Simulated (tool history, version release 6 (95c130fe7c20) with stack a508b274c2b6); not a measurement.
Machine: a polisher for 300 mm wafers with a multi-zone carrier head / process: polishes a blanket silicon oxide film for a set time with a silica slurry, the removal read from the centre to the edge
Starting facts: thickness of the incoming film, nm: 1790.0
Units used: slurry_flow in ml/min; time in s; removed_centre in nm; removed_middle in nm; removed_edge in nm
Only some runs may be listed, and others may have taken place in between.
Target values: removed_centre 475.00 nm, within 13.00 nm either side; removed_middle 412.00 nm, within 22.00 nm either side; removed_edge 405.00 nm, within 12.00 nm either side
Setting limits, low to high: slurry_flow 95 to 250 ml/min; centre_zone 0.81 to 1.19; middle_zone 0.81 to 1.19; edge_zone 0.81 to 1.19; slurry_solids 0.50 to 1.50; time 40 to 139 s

{"run": 1, "hour": 0.0, "slurry_flow": 160, "centre_zone": 1.0, "middle_zone": 1.0, "edge_zone": 1.0, "slurry_solids": 1.0, "time": 89, "removed_centre": 320.31, "removed_middle": 312.07, "removed_edge": 316.49}
{"run": 2, "hour": 5.0, "slurry_flow": 160, "centre_zone": 1.0, "middle_zone": 1.0, "edge_zone": 1.0, "slurry_solids": 0.8, "time": 89, "removed_centre": 274.1, "removed_middle": 271.4, "removed_edge": 267.47}
{"run": 3, "hour": 13.8, "slurry_flow": 160, "centre_zone": 1.0, "middle_zone": 1.06, "edge_zone": 1.0, "slurry_solids": 0.8, "time": 89, "removed_centre": 271.04, "removed_middle": 277.88, "removed_edge": 261.69}
{"run": 4, "hour": 18.6, "slurry_flow": 170, "centre_zone": 1.02, "middle_zone": 1.06, "edge_zone": 1.01, "slurry_solids": 0.85, "time": 89, "removed_centre": 293.49, "removed_middle": 296.51, "removed_edge": 286.06}
{"run": 5, "hour": 25.0, "slurry_flow": 170, "centre_zone": 1.02, "middle_zone": 1.06, "edge_zone": 1.06, "slurry_solids": 0.85, "time": 89, "removed_centre": 292.07, "removed_middle": 294.09, "removed_edge": 291.72}
{"run": 6, "hour": 32.1, "slurry_flow": 195, "centre_zone": 1.02, "middle_zone": 1.06, "edge_zone": 1.06, "slurry_solids": 0.85, "time": 89, "removed_centre": 302.41, "removed_middle": 302.46, "removed_edge": 295.99}
{"run": 7, "hour": 39.3, "slurry_flow": 200, "centre_zone": 1.04, "middle_zone": 1.07, "edge_zone": 1.06, "slurry_solids": 0.9, "time": 89, "removed_centre": 324.61, "removed_middle": 308.74, "removed_edge": 309.65}
{"run": 8, "hour": 43.0, "slurry_flow": 205, "centre_zone": 1.05, "middle_zone": 1.09, "edge_zone": 1.05, "slurry_solids": 0.95, "time": 89, "removed_centre": 336.75, "removed_middle": 336.72, "removed_edge": 326.75}
{"run": 9, "hour": 49.6, "slurry_flow": 205, "centre_zone": 1.05, "middle_zone": 1.09, "edge_zone": 1.05, "slurry_solids": 0.95, "time": 89, "removed_centre": 336.13, "removed_middle": 334.07, "removed_edge": 327.1}
{"run": 10, "hour": 50.8, "slurry_flow": 210, "centre_zone": 1.07, "middle_zone": 1.09, "edge_zone": 1.04, "slurry_solids": 1.0, "time": 89, "removed_centre": 359.76, "removed_middle": 352.2, "removed_edge": 334.27}

5 next moves are on the table. One of them brings every result within its allowed miss. Which?
{"run": "A", "hour": 52.0, "slurry_flow": 250, "centre_zone": 1.19, "middle_zone": 1.18, "edge_zone": 0.81, "slurry_solids": 1.0, "time": 105, "removed_centre": "?", "removed_middle": "?", "removed_edge": "?"}
{"run": "B", "hour": 52.0, "slurry_flow": 165, "centre_zone": 1.16, "middle_zone": 1.04, "edge_zone": 0.99, "slurry_solids": 1.0, "time": 113, "removed_centre": "?", "removed_middle": "?", "removed_edge": "?"}
{"run": "C", "hour": 52.0, "slurry_flow": 240, "centre_zone": 0.94, "middle_zone": 1.06, "edge_zone": 1.06, "slurry_solids": 0.8, "time": 86, "removed_centre": "?", "removed_middle": "?", "removed_edge": "?"}
{"run": "D", "hour": 52.0, "slurry_flow": 190, "centre_zone": 1.09, "middle_zone": 0.88, "edge_zone": 1.19, "slurry_solids": 1.15, "time": 106, "removed_centre": "?", "removed_middle": "?", "removed_edge": "?"}
{"run": "E", "hour": 52.0, "slurry_flow": 200, "centre_zone": 0.98, "middle_zone": 0.81, "edge_zone": 1.19, "slurry_solids": 1.0, "time": 107, "removed_centre": "?", "removed_middle": "?", "removed_edge": "?"}

move=A removed_centre=488.30 removed_middle=443.00 removed_edge=362.40
move=B removed_centre=479.38 removed_middle=403.50 removed_edge=407.45
move=C removed_centre=262.33 removed_middle=275.92 removed_edge=278.52
move=D removed_centre=472.00 removed_middle=367.19 removed_edge=463.16
move=E removed_centre=395.38 removed_middle=319.93 removed_edge=431.27
A: the result that was furthest off in the last run now lies on the other side of its target
B: hits every target within its allowed miss
C: moves away from the targets compared with the last run
D: meets the target for the result that was furthest off, but another lies outside its allowed miss
E: moves toward the targets from the last run without getting all of them in spec
B meets every target.
